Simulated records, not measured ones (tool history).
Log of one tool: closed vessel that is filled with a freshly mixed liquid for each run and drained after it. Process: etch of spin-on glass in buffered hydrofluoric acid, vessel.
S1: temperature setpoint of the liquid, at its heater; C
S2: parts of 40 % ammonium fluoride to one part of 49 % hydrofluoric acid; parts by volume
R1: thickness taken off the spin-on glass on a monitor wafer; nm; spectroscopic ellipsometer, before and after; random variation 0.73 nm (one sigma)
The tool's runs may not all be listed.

{"run": 1, "day": 0.0, "S1": 24.0, "S2": 19.5, "time in the liquid (s)": 95, "R1": 157.58}
{"run": 2, "day": 0.238, "S1": 24.0, "S2": 25.0, "time in the liquid (s)": 95, "R1": 131.78}
{"run": 3, "day": 0.358, "S1": 24.0, "S2": 28.0, "time in the liquid (s)": 95, "R1": 121.13}
{"run": 4, "day": 0.725, "S1": 24.0, "S2": 28.0, "time in the liquid (s)": 100, "R1": 127.69}
{"run": 5, "day": 0.754, "S1": 24.0, "S2": 23.5, "time in the liquid (s)": 100, "R1": 145.1}
{"run": 6, "day": 1.121, "S1": 24.0, "S2": 23.5, "time in the liquid (s)": 95, "R1": 137.13}
{"run": 7, "day": 1.258, "S1": 24.5, "S2": 23.5, "time in the liquid (s)": 95, "R1": 140.17}
{"run": 8, "day": 1.612, "S1": 25.0, "S2": 23.5, "time in the liquid (s)": 95, "R1": 144.87}

Run 9 comes next. What will it give?
{"run": 9, "day": 1.892, "S1": 25.5, "S2": 23.5, "time in the liquid (s)": 95, "R1": "?"}

Run 9 gave R1 149.76 nm.
